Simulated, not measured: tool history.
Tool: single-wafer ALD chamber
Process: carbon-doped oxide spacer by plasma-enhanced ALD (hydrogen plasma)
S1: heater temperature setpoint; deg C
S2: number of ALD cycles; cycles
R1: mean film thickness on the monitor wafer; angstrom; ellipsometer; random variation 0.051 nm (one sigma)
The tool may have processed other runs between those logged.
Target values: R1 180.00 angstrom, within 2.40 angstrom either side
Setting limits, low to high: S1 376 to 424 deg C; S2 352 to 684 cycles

Run 1, hour 0.0: S1 400 deg C, S2 518 cycles. Result: R1 245.43 angstrom.
Run 2, hour 6.6: S1 400 deg C, S2 566 cycles. Result: R1 269.39 angstrom.
Run 3, hour 13.8: S1 402 deg C, S2 513 cycles. Result: R1 242.58 angstrom.
Run 4, hour 23.0: S1 403 deg C, S2 474 cycles. Result: R1 225.05 angstrom.
Run 5, hour 30.8: S1 395 deg C, S2 474 cycles. Result: R1 228.85 angstrom.
Run 6, hour 37.0: S1 395 deg C, S2 430 cycles. Result: R1 208.04 angstrom.
Run 7, hour 40.8: S1 397 deg C, S2 412 cycles. Result: R1 197.93 angstrom.
Run 8, hour 44.6: S1 400 deg C, S2 404 cycles. Result: R1 191.32 angstrom.
Run 9, hour 48.3: S1 403 deg C, S2 402 cycles. Result: R1 190.80 angstrom.
Run 10, hour 57.5: S1 406 deg C, S2 399 cycles. Result: R1 187.30 angstrom.
Run 11, hour 60.7: S1 408 deg C, S2 397 cycles. Result: R1 184.70 angstrom.
Run 12, hour 63.0: S1 409 deg C, S2 396 cycles. Result: R1 183.74 angstrom.
Run 13, hour 66.1: S1 410 deg C, S2 395 cycles. Result: R1 182.83 angstrom.

Next run, 4 choices. One meets every target within its allowed miss, the rest don't. Which?
Run A, hour 69.2: S1 413 deg C, S2 381 cycles. Result: R1 ?.
Run B, hour 69.2: S1 414 deg C, S2 407 cycles. Result: R1 ?.
Run C, hour 69.2: S1 407 deg C, S2 396 cycles. Result: R1 ?.
Run D, hour 69.2: S1 406 deg C, S2 384 cycles. Result: R1 ?.

move      R1
   A  174.64
   B  186.04
   C  184.52
   D  179.41
A: moves the result that the last run missed by most past its target, out the other side
B: lands further from the targets than the last run did
C: lands further from the targets than the last run did
D: meets every target
D meets every target.
